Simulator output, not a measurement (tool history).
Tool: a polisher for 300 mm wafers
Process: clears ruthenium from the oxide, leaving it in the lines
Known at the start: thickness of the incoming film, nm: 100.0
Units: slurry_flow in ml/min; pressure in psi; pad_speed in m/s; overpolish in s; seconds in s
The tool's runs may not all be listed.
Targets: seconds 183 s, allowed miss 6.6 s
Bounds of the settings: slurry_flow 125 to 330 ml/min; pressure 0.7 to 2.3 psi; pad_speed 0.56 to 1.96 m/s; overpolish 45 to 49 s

Run 1, hour 0: slurry_flow 210 ml/min, pressure 1.5 psi, pad_speed 1.26 m/s, overpolish 45 s. Result: seconds 113.52 s.
Run 2, hour 8.4: slurry_flow 210 ml/min, pressure 1.5 psi, pad_speed 1 m/s, overpolish 45 s. Result: seconds 139.73 s.
Run 3, hour 12.8: slurry_flow 210 ml/min, pressure 1.4 psi, pad_speed 1 m/s, overpolish 45 s. Result: seconds 145.55 s.
Run 4, hour 19.3: slurry_flow 210 ml/min, pressure 1.4 psi, pad_speed 0.82 m/s, overpolish 45 s. Result: seconds 172.4 s.
Run 5, hour 24.9: slurry_flow 185 ml/min, pressure 1.4 psi, pad_speed 0.82 m/s, overpolish 45 s. Result: seconds 173.99 s.
Run 6, hour 31.4: slurry_flow 185 ml/min, pressure 1.4 psi, pad_speed 0.94 m/s, overpolish 45 s. Result: seconds 156.33 s.
Run 7, hour 34.9: slurry_flow 185 ml/min, pressure 1.3 psi, pad_speed 0.94 m/s, overpolish 45 s. Result: seconds 162.48 s.
Run 8, hour 36.9: slurry_flow 185 ml/min, pressure 1.3 psi, pad_speed 0.94 m/s, overpolish 45 s. Result: seconds 163.91 s.
Run 9, hour 37.5: slurry_flow 185 ml/min, pressure 1.2 psi, pad_speed 0.94 m/s, overpolish 45 s. Result: seconds 169.52 s.

Which of these 5 next moves meets every target?
Run A, hour 38.1: slurry_flow 305 ml/min, pressure 1.1 psi, pad_speed 1 m/s, overpolish 45 s. Result: seconds ?.
Run B, hour 38.1: slurry_flow 190 ml/min, pressure 1.4 psi, pad_speed 0.96 m/s, overpolish 49 s. Result: seconds ?.
Run C, hour 38.1: slurry_flow 205 ml/min, pressure 1.4 psi, pad_speed 0.88 m/s, overpolish 49 s. Result: seconds ?.
Run D, hour 38.1: slurry_flow 185 ml/min, pressure 1 psi, pad_speed 0.96 m/s, overpolish 49 s. Result: seconds ?.
Run E, hour 38.1: slurry_flow 145 ml/min, pressure 1.4 psi, pad_speed 0.88 m/s, overpolish 49 s. Result: seconds ?.

move  seconds
   A   156.96
   B   149.47
   C   159.21
   D   179.99
   E   167.12
A: further off than the last run
B: further off than the last run
C: further off than the last run
D: meets every target
E: further off than the last run
Answer: D
